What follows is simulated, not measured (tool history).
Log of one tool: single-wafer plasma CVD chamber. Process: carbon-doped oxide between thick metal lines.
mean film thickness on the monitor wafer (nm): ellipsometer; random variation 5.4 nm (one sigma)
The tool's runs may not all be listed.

run    day  heater temperature setpoint (deg C)  chamber pressure (Pa)  RF power (W)  deposition time (s)  mean film thickness on the monitor wafer (nm)
  1      0                                  345                    752           555                  164                                         908.64
  2  0.096                                  344                    765           570                  164                                         927.51
  3  0.258                                  344                    684           570                  164                                         918.63
  4  0.367                                  344                    684           570                  155                                         860.19
     0.667  -- thermocouple changed; heater temperature recalibrated
  5  0.667                                  344                    684           570                  155                                         852.84
  6  0.771                                  344                    684           570                  164                                          902.2
  7  0.921                                  343                    716           580                  164                                         915.76

Forecast run 8:
  8  1.133                                  343                    741           600                  164                                              ?

Run 8 gave mean film thickness on the monitor wafer (nm) 939.46.
